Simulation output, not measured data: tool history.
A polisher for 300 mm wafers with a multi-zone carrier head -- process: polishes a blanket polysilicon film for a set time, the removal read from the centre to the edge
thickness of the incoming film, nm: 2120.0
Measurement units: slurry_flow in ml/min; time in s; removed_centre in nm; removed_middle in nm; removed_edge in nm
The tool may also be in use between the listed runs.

run,day,slurry_flow,centre_zone,middle_zone,edge_zone,time,removed_centre,removed_middle,removed_edge
1,0,175,1,1,1,70,671.94,673.14,674.21
2,0.025,180,1.02,1.02,1.03,76,744.99,740,753.79
3,0.204,190,1.04,1.05,1.05,80,801.08,818.52,817.53
4,0.425,190,1.04,1.05,0.98,80,804.89,807.2,786.08
5,0.5,175,1.04,1.05,0.98,80,817.11,820.41,781.63
6,0.554,175,1.04,1.05,1.04,80,791.58,801.25,771.71

What will run 7 give?
7,0.762,195,1.06,1.06,1.03,82,?,?,?

Run 7 produced removed_centre 850.04 nm, removed_middle 843.42 nm, removed_edge 822.13 nm.
